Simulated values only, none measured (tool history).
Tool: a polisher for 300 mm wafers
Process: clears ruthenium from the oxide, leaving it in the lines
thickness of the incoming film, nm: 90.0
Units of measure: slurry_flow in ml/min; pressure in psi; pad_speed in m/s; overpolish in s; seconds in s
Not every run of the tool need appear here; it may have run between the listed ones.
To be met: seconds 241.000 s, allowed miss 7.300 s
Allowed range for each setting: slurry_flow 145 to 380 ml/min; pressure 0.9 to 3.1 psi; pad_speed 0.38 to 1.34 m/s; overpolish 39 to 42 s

run	hour	slurry_flow	pressure	pad_speed	overpolish	seconds
1	0.0	245	2.0	0.86	39	123.160
2	5.5	245	2.0	0.98	39	106.010
3	14.2	245	2.3	0.98	39	94.272
4	19.5	240	1.9	0.90	39	122.730
5	21.0	235	1.6	0.84	39	155.400
6	23.1	295	1.6	0.84	39	149.070
7	29.1	285	1.4	0.80	39	178.540
8	35.7	280	1.2	0.80	39	208.420
9	36.5	265	1.2	0.80	39	208.600
10	40.8	250	1.2	0.80	39	211.120
11	41.5	235	1.2	0.80	39	208.120
12	47.2	235	0.9	0.80	39	279.100
13	51.1	260	0.9	0.80	39	268.250
14	58.6	275	0.9	0.80	39	268.310

Consider the 5 candidate settings below. Which is the only one whose results all fall within their allowed miss of target?
A	66.1	225	1.4	0.60	42	?
B	66.1	335	1.5	0.58	42	?
C	66.1	305	1.0	0.88	39	?
D	66.1	275	1.0	0.66	42	?
E	66.1	225	1.1	0.80	39	?

move	seconds
A	241.910
B	224.570
C	223.820
D	294.850
E	231.870
A: all results in spec
B: moves the result that the last run missed by most past its target, out the other side
C: moves the result that the last run missed by most past its target, out the other side
D: further off than the last run
E: moves the result that the last run missed by most past its target, out the other side
So the answer is move A, the one that meets all the targets.
